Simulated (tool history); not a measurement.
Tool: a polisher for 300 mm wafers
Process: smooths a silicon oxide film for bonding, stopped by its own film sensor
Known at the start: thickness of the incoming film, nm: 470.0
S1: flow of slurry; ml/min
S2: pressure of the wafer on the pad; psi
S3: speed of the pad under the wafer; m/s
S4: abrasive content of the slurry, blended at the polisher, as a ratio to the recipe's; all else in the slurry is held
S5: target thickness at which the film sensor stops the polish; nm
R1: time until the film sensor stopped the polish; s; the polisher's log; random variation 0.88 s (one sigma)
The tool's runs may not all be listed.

{"run": 1, "hour": 0.0, "S1": 140, "S2": 2.1, "S3": 1.12, "S4": 1, "S5": 422, "R1": 70.04}
{"run": 2, "hour": 1.6, "S1": 135, "S2": 1.9, "S3": 1.12, "S4": 1, "S5": 422, "R1": 78.076}
{"run": 3, "hour": 8.5, "S1": 135, "S2": 1.9, "S3": 1.4, "S4": 1, "S5": 422, "R1": 64.071}
{"run": 4, "hour": 15.9, "S1": 130, "S2": 1.6, "S3": 1.4, "S4": 1, "S5": 422, "R1": 71.937}
{"run": 5, "hour": 19.2, "S1": 125, "S2": 1.4, "S3": 1.36, "S4": 1, "S5": 422, "R1": 80.954}
{"run": 6, "hour": 22.7, "S1": 90, "S2": 1.4, "S3": 1.36, "S4": 1, "S5": 422, "R1": 87.065}

Run 7 comes next. What will it give?
{"run": 7, "hour": 24.9, "S1": 90, "S2": 1.3, "S3": 1.36, "S4": 1, "S5": 422, "R1": "?"}

R1: 90.478 s

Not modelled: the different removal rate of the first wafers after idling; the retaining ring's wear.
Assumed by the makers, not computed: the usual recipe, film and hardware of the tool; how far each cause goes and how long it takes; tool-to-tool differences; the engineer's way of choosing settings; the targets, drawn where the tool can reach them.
